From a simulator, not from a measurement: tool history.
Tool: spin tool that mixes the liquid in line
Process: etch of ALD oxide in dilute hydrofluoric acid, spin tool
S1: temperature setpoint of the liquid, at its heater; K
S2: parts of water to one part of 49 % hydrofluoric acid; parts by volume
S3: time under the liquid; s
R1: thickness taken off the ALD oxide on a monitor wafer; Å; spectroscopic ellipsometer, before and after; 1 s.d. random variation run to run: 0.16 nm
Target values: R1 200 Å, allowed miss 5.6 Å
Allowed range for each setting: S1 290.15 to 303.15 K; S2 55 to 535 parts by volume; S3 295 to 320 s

run  hour      S1   S2   S3      R1
  1     0  295.15  295  295  227.28
  2   3.1  294.15  295  295  222.03
  3  10.3  294.15  295  295  217.53
  4  15.3  294.15  210  295  331.93
  5  17.4  294.15  165  295  451.04
  6  25.9  294.15  105  295  750.81
  7  32.8  293.15  150  295  479.71
  8  41.4  292.15  180  295  370.62
  9  43.2  291.65  200  295  318.93
 10  49.8  290.15  300  295   184.2
 11  56.4  290.65  300  295  190.17
 12  59.8  291.15  300  295  192.56

Below are 4 possible settings for the next run. Only one of them brings all results inside the allowed miss of their targets. Which is it?
  A  63.2  291.65  305  295   ?
  B  63.2  290.15  305  295   ?
  C  63.2  295.65  345  295   ?
  D  63.2  291.65  295  295   ?

move      R1
   A  191.35
   B   180.9
   C  188.43
   D  199.55
A: the biggest miss grows against the last run
B: the biggest miss grows against the last run
C: the biggest miss grows against the last run
D: every result lands within tolerance
The move that meets every target is D.

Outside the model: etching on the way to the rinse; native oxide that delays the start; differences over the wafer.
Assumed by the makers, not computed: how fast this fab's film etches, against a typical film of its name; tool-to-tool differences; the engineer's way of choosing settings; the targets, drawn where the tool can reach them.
